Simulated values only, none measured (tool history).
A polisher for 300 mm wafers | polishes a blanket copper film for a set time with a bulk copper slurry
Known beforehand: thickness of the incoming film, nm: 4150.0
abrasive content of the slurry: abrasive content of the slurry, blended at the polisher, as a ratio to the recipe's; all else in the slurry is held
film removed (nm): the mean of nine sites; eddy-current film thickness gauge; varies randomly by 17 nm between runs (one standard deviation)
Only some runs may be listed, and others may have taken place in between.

run	hour	flow of slurry (ml/min)	pressure of the wafer on the pad (psi)	speed of the pad under the wafer (m/s)	abrasive content of the slurry	polishing time (s)	film removed (nm)
1	0	310	1.9	1.3	1	115	838.08
2	3.5	310	2.1	1.32	1	115	947.27
3	5.2	360	2.1	1.32	1	115	976.88
4	8.9	360	2.2	1.32	1	115	987.96
5	10.6	360	1.8	1.32	1	115	818.53
6	12.7	360	1.8	1.5	1	115	952.13
7	14.2	360	1.9	1.5	1	115	990.84
8	15.1	360	2	1.5	1	115	1031.9
9	24.1	360	2.1	1.5	1	115	1072.7

What will run 10 give?
10	27.6	360	2.2	1.5	1	115	?

Run 10 came out at film removed (nm) 1116.3.
